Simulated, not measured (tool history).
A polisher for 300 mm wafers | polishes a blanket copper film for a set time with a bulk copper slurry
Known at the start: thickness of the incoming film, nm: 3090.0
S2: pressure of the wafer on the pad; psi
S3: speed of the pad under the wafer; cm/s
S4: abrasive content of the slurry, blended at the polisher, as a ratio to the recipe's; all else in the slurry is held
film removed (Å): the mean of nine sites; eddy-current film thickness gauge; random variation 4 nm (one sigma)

Run 1, hour 0: flow of slurry (ml/min) 150, S2 2.6 psi, S3 90 cm/s, S4 1, polishing time (s) 38. Result: film removed (Å) 3216.2.
Run 2, hour 1.9: flow of slurry (ml/min) 170, S2 2.6 psi, S3 90 cm/s, S4 1, polishing time (s) 38. Result: film removed (Å) 3209.7.
Run 3, hour 8.5: flow of slurry (ml/min) 170, S2 3 psi, S3 90 cm/s, S4 1, polishing time (s) 38. Result: film removed (Å) 3711.7.
Run 4, hour 13.8: flow of slurry (ml/min) 170, S2 3 psi, S3 90 cm/s, S4 1, polishing time (s) 38. Result: film removed (Å) 3729.6.
Run 5, hour 16.2: flow of slurry (ml/min) 170, S2 3 psi, S3 90 cm/s, S4 1.15, polishing time (s) 38. Result: film removed (Å) 3834.8.
Run 6, hour 21.9: flow of slurry (ml/min) 180, S2 3 psi, S3 90 cm/s, S4 1.15, polishing time (s) 38. Result: film removed (Å) 3916.7.

The next listed run, before its measurement:
Run 7, hour 27.1: flow of slurry (ml/min) 185, S2 3.2 psi, S3 90 cm/s, S4 1.15, polishing time (s) 38. Result: film removed (Å) ?.

Run 7 gave film removed (Å) 4198.8.

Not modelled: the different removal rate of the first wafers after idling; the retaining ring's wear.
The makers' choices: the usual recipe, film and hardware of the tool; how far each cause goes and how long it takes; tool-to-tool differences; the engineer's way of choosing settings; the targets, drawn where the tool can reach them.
